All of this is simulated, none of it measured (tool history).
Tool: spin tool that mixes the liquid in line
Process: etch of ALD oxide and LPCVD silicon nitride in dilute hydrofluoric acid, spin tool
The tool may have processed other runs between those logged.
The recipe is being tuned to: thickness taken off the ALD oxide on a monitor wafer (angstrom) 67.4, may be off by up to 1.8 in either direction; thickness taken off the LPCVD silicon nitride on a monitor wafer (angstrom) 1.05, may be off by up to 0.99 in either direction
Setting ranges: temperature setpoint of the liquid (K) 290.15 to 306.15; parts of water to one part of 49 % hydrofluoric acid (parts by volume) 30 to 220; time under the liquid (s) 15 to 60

run	hour	temperature setpoint of the liquid (K)	parts of water to one part of 49 % hydrofluoric acid (parts by volume)	time under the liquid (s)	thickness taken off the ALD oxide on a monitor wafer (angstrom)	thickness taken off the LPCVD silicon nitride on a monitor wafer (angstrom)
1	0	298.15	125	30	86.986	1.3703
2	4.1	299.65	125	30	91.653	2.1739
3	10.2	299.65	125	20	61.862	1.4563
4	18.3	299.65	120	20	64.793	1.0228
5	21.3	297.15	120	20	59.002	1.0054
6	25.4	298.15	120	20	61.001	0.71328
7	32.1	299.15	110	20	70.801	1.5217
8	39.6	299.15	110	20	70.003	1.2064

Which of these 4 next moves meets every target?
A	47.1	299.15	130	25	?	?
B	47.1	295.15	95	20	?	?
C	47.1	297.15	130	25	?	?
D	47.1	295.65	90	20	?	?

move	thickness taken off the ALD oxide on a monitor wafer (angstrom)	thickness taken off the LPCVD silicon nitride on a monitor wafer (angstrom)
A	71.669	1.7058
B	70.258	1.4395
C	66.461	1.5023
D	76.125	1.5694
A: misses by more than the last run did
B: misses by more than the last run did
C: every result within its allowed miss
D: misses by more than the last run did
So the answer is move C, the one that meets all the targets.
